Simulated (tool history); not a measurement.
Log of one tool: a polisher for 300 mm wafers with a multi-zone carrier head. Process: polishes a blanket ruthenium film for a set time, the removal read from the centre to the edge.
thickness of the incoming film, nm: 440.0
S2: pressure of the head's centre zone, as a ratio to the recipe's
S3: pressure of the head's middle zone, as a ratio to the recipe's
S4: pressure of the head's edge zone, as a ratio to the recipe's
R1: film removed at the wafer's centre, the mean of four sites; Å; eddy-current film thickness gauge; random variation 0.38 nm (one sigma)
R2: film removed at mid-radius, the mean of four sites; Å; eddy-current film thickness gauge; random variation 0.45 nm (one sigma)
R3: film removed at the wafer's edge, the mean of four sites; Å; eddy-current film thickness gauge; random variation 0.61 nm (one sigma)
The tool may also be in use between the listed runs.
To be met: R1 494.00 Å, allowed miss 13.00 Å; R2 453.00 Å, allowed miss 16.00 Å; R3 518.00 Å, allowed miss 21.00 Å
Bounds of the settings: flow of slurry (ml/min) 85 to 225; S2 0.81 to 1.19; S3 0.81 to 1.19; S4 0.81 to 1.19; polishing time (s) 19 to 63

Run 1, day 0.000: flow of slurry (ml/min) 145, S2 1.00, S3 1.00, S4 1.00, polishing time (s) 41. Result: R1 565.90 Å, R2 544.94 Å, R3 581.31 Å.
Run 2, day 0.208: flow of slurry (ml/min) 125, S2 1.00, S3 1.00, S4 1.00, polishing time (s) 41. Result: R1 551.41 Å, R2 520.00 Å, R3 559.03 Å.
Run 3, day 0.496: flow of slurry (ml/min) 120, S2 0.99, S3 0.99, S4 1.00, polishing time (s) 41. Result: R1 529.58 Å, R2 524.18 Å, R3 549.31 Å.
Run 4, day 0.583: flow of slurry (ml/min) 115, S2 0.99, S3 0.96, S4 1.01, polishing time (s) 41. Result: R1 535.52 Å, R2 498.36 Å, R3 547.31 Å.
Run 5, day 0.762: flow of slurry (ml/min) 110, S2 0.98, S3 0.95, S4 1.01, polishing time (s) 41. Result: R1 518.23 Å, R2 495.22 Å, R3 529.32 Å.
Run 6, day 1.021: flow of slurry (ml/min) 90, S2 0.98, S3 0.95, S4 1.01, polishing time (s) 41. Result: R1 475.97 Å, R2 468.42 Å, R3 521.92 Å.
Run 7, day 1.167: flow of slurry (ml/min) 90, S2 0.98, S3 0.94, S4 1.01, polishing time (s) 41. Result: R1 472.21 Å, R2 462.95 Å, R3 523.34 Å.
Run 8, day 1.238: flow of slurry (ml/min) 90, S2 0.98, S3 0.93, S4 1.00, polishing time (s) 41. Result: R1 477.35 Å, R2 457.25 Å, R3 511.63 Å.

4 next moves are on the table. One of them brings every result within its allowed miss. Which?
Run A, day 1.308: flow of slurry (ml/min) 85, S2 0.96, S3 0.92, S4 1.10, polishing time (s) 41. Result: R1 ?, R2 ?, R3 ?.
Run B, day 1.308: flow of slurry (ml/min) 85, S2 0.94, S3 0.93, S4 1.16, polishing time (s) 40. Result: R1 ?, R2 ?, R3 ?.
Run C, day 1.308: flow of slurry (ml/min) 90, S2 0.97, S3 1.01, S4 1.00, polishing time (s) 40. Result: R1 ?, R2 ?, R3 ?.
Run D, day 1.308: flow of slurry (ml/min) 110, S2 0.99, S3 0.88, S4 1.01, polishing time (s) 39. Result: R1 ?, R2 ?, R3 ?.

move      R1      R2      R3
   A  460.22  445.51  520.81
   B  439.59  437.12  522.08
   C  466.08  467.34  491.53
   D  501.50  453.50  504.52
A: further off than the last run
B: further off than the last run
C: further off than the last run
D: meets every target
The right move is D.
